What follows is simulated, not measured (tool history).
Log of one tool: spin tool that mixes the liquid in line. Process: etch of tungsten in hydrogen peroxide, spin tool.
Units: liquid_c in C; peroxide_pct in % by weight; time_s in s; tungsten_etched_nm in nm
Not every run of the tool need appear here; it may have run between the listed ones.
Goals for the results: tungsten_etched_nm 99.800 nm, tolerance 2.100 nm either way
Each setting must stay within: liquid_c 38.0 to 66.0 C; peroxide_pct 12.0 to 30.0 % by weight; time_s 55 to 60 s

run	hour	liquid_c	peroxide_pct	time_s	tungsten_etched_nm
1	0.0	54.0	22.5	55	63.141
2	3.9	56.0	22.5	55	71.344
3	6.7	49.0	22.5	55	45.611
4	7.8	49.0	22.5	55	46.020
5	15.6	52.0	22.5	55	55.332
6	21.7	54.0	22.5	55	63.071
7	27.1	55.5	22.5	55	68.181
8	27.7	57.0	22.5	55	74.771
9	28.2	62.5	22.5	55	102.610

5 next moves are on the table. One of them brings every result within its allowed miss. Which?
A	28.7	63.5	21.0	55	?
B	28.7	62.0	22.5	60	?
C	28.7	63.0	20.5	55	?
D	28.7	62.0	21.0	60	?
E	28.7	65.0	20.0	55	?

move	tungsten_etched_nm
A	105.030
B	108.950
C	100.880
D	105.250
E	111.490
A: the biggest miss grows against the last run
B: the biggest miss grows against the last run
C: each result inside its tolerance
D: the biggest miss grows against the last run
E: the biggest miss grows against the last run
So the answer is move C, the one that meets all the targets.
